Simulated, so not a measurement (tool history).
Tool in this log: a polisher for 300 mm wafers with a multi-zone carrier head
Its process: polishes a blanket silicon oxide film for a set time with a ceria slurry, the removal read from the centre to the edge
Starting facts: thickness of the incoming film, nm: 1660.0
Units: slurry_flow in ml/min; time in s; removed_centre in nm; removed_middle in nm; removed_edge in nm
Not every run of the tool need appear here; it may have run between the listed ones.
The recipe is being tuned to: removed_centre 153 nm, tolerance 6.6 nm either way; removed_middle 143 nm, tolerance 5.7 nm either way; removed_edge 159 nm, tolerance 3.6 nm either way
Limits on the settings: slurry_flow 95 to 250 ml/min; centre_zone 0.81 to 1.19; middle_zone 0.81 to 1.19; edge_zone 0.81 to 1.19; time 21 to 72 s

run 1 day=0 | slurry_flow=160 centre_zone=1 middle_zone=1 edge_zone=1 time=46 | removed_centre=253.77 removed_middle=252.29 removed_edge=257.56
run 2 day=0.171 | slurry_flow=160 centre_zone=0.93 middle_zone=1 edge_zone=1 time=46 | removed_centre=236.64 removed_middle=251.53 removed_edge=257.91
run 3 day=0.521 | slurry_flow=155 centre_zone=0.93 middle_zone=0.97 edge_zone=0.98 time=43 | removed_centre=210.84 removed_middle=227.22 removed_edge=236.55
run 4 day=0.888 | slurry_flow=155 centre_zone=0.93 middle_zone=0.97 edge_zone=0.98 time=38 | removed_centre=193.19 removed_middle=204.41 removed_edge=210.08
run 5 day=1.129 | slurry_flow=155 centre_zone=0.93 middle_zone=0.97 edge_zone=0.9 time=38 | removed_centre=196 removed_middle=203.18 removed_edge=200.85
run 6 day=1.467 | slurry_flow=155 centre_zone=0.93 middle_zone=0.97 edge_zone=0.95 time=38 | removed_centre=195.21 removed_middle=200.81 removed_edge=204.78
run 7 day=1.517 | slurry_flow=150 centre_zone=0.93 middle_zone=0.95 edge_zone=0.93 time=37 | removed_centre=182.31 removed_middle=196.8 removed_edge=194.91
run 8 day=1.875 | slurry_flow=165 centre_zone=0.94 middle_zone=0.93 edge_zone=0.94 time=35 | removed_centre=184.14 removed_middle=181.1 removed_edge=190.16
run 9 day=1.925 | slurry_flow=165 centre_zone=0.94 middle_zone=0.91 edge_zone=0.93 time=34 | removed_centre=176.82 removed_middle=171.7 removed_edge=185.7
run 10 day=2.154 | slurry_flow=160 centre_zone=0.94 middle_zone=0.89 edge_zone=0.91 time=34 | removed_centre=175.55 removed_middle=172.19 removed_edge=183.39
run 11 day=2.238 | slurry_flow=160 centre_zone=0.94 middle_zone=0.88 edge_zone=0.9 time=33 | removed_centre=167.96 removed_middle=166.01 removed_edge=176.72
run 12 day=2.483 | slurry_flow=160 centre_zone=0.94 middle_zone=0.88 edge_zone=0.9 time=33 | removed_centre=171.74 removed_middle=167.48 removed_edge=174.74
run 13 day=2.508 | slurry_flow=160 centre_zone=0.94 middle_zone=0.87 edge_zone=0.9 time=32 | removed_centre=163.22 removed_middle=158.47 removed_edge=172.6
run 14 day=2.717 | slurry_flow=155 centre_zone=0.95 middle_zone=0.86 edge_zone=0.89 time=32 | removed_centre=162.76 removed_middle=160.44 removed_edge=167.01
run 15 day=2.958 | slurry_flow=155 centre_zone=0.95 middle_zone=0.85 edge_zone=0.89 time=32 | removed_centre=165.85 removed_middle=155.88 removed_edge=168.45
run 16 day=3.125 | slurry_flow=150 centre_zone=0.95 middle_zone=0.84 edge_zone=0.89 time=32 | removed_centre=163.84 removed_middle=153.72 removed_edge=166.23
run 17 day=3.462 | slurry_flow=145 centre_zone=0.95 middle_zone=0.83 edge_zone=0.89 time=32 | removed_centre=162.48 removed_middle=152.38 removed_edge=167.94
run 18 day=3.617 | slurry_flow=140 centre_zone=0.95 middle_zone=0.83 edge_zone=0.89 time=32 | removed_centre=161.97 removed_middle=147.25 removed_edge=167.44
run 19 day=3.958 | slurry_flow=135 centre_zone=0.95 middle_zone=0.83 edge_zone=0.88 time=32 | removed_centre=160.37 removed_middle=147.13 removed_edge=163.32
run 20 day=4.179 | slurry_flow=130 centre_zone=0.95 middle_zone=0.83 edge_zone=0.88 time=32 | removed_centre=157.08 removed_middle=153.22 removed_edge=163.18

5 candidate next runs follow, results not yet known. Just one meets every target within its allowed miss. Identify it.
run A day=4.4 | slurry_flow=115 centre_zone=0.93 middle_zone=0.81 edge_zone=0.84 time=32 | removed_centre=? removed_middle=? removed_edge=?
run B day=4.4 | slurry_flow=115 centre_zone=0.96 middle_zone=0.86 edge_zone=0.85 time=34 | removed_centre=? removed_middle=? removed_edge=?
run C day=4.4 | slurry_flow=150 centre_zone=1.04 middle_zone=0.83 edge_zone=0.88 time=30 | removed_centre=? removed_middle=? removed_edge=?
run D day=4.4 | slurry_flow=110 centre_zone=1 middle_zone=0.91 edge_zone=0.82 time=33 | removed_centre=? removed_middle=? removed_edge=?
run E day=4.4 | slurry_flow=140 centre_zone=0.93 middle_zone=0.89 edge_zone=0.89 time=32 | removed_centre=? removed_middle=? removed_edge=?

move=A removed_centre=153.78 removed_middle=142.25 removed_edge=158.1
move=B removed_centre=168.75 removed_middle=156.77 removed_edge=168.78
move=C removed_centre=170.72 removed_middle=142.17 removed_edge=156.77
move=D removed_centre=168.92 removed_middle=156.17 removed_edge=160.11
move=E removed_centre=160.56 removed_middle=156.55 removed_edge=166.53
A: meets every target
B: moves away from the targets compared with the last run
C: puts the biggest miss on target and leaves a different result outside tolerance
D: moves away from the targets compared with the last run
E: moves away from the targets compared with the last run
The move that meets every target is A.
